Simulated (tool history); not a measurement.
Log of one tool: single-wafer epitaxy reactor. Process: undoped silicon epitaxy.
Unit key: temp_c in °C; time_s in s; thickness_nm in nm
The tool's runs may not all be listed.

{"run": 1, "day": 0.0, "temp_c": 660, "time_s": 188, "thickness_nm": 42.319}
{"run": 2, "day": 0.079, "temp_c": 656, "time_s": 188, "thickness_nm": 38.066}
{"run": 3, "day": 0.125, "temp_c": 654, "time_s": 188, "thickness_nm": 36.12}
{"run": 4, "day": 0.258, "temp_c": 664, "time_s": 188, "thickness_nm": 46.66}
{"run": 5, "day": 0.346, "temp_c": 664, "time_s": 208, "thickness_nm": 51.377}
{"run": 6, "day": 0.692, "temp_c": 658, "time_s": 207, "thickness_nm": 44.358}
{"run": 7, "day": 0.954, "temp_c": 654, "time_s": 207, "thickness_nm": 39.99}

Run 8 has not been measured yet. What should we expect?
{"run": 8, "day": 1.196, "temp_c": 651, "time_s": 207, "thickness_nm": "?"}

{"run 8": {"thickness_nm": 37.239}}
